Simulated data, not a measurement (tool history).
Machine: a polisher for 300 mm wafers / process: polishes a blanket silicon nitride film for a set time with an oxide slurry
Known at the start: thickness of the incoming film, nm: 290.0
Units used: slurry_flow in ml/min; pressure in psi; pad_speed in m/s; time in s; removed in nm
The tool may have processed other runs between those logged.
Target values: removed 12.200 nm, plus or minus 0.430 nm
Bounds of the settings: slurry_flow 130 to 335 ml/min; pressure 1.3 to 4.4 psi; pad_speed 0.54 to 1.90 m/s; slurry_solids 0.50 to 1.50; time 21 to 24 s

run 1 day=0.000 | slurry_flow=215 pressure=2.8 pad_speed=1.22 slurry_solids=1.00 time=24 | removed=14.649
run 2 day=0.183 | slurry_flow=215 pressure=2.7 pad_speed=1.22 slurry_solids=1.00 time=24 | removed=14.464
run 3 day=0.454 | slurry_flow=215 pressure=2.6 pad_speed=1.22 slurry_solids=1.00 time=24 | removed=13.576
run 4 day=0.654 | slurry_flow=215 pressure=2.6 pad_speed=1.22 slurry_solids=0.90 time=24 | removed=12.995
run 5 day=0.692 | slurry_flow=215 pressure=2.6 pad_speed=1.22 slurry_solids=1.00 time=24 | removed=13.540
run 6 day=0.838 | slurry_flow=215 pressure=3.0 pad_speed=1.22 slurry_solids=1.00 time=24 | removed=15.687
run 7 day=1.121 | slurry_flow=215 pressure=2.9 pad_speed=1.22 slurry_solids=1.00 time=24 | removed=15.175
run 8 day=1.283 | slurry_flow=210 pressure=2.2 pad_speed=1.20 slurry_solids=1.00 time=24 | removed=11.456

Exercise: of the 4 proposed moves below, exactly one satisfies all targets within the stated allowed misses. Which move is it?
run A day=1.446 | slurry_flow=225 pressure=1.9 pad_speed=1.76 slurry_solids=0.70 time=24 | removed=?
run B day=1.446 | slurry_flow=185 pressure=2.9 pad_speed=1.18 slurry_solids=0.85 time=22 | removed=?
run C day=1.446 | slurry_flow=220 pressure=2.0 pad_speed=1.28 slurry_solids=1.00 time=23 | removed=?
run D day=1.446 | slurry_flow=230 pressure=2.3 pad_speed=1.14 slurry_solids=1.05 time=23 | removed=?

move=A removed=10.898
move=B removed=11.958
move=C removed=10.361
move=D removed=11.116
A: misses by more than the last run did
B: in spec on every target
C: misses by more than the last run did
D: misses by more than the last run did
So the answer is move B, the one that meets all the targets.

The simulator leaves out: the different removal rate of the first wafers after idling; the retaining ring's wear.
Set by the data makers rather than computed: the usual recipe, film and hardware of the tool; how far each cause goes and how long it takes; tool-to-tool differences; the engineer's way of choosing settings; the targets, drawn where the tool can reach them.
